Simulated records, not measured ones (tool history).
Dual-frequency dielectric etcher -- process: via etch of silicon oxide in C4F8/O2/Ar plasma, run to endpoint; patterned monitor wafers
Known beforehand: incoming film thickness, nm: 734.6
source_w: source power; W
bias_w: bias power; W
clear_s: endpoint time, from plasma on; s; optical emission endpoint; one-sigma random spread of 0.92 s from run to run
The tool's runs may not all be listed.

run	hour	source_w	bias_w	clear_s
1	0	2460	2108	143.2
2	3.7	2250	2069	149.42
3	6.4	2550	2069	141.57
4	9.9	2320	2069	147.02
5	16.8	2320	2297	143.86
6	24.3	1950	2297	153.32
7	25.8	1860	2279	157.21

What does the tool deliver on the next run?
8	34.2	1810	2270	?

Run 8 produced clear_s 157.47 s.
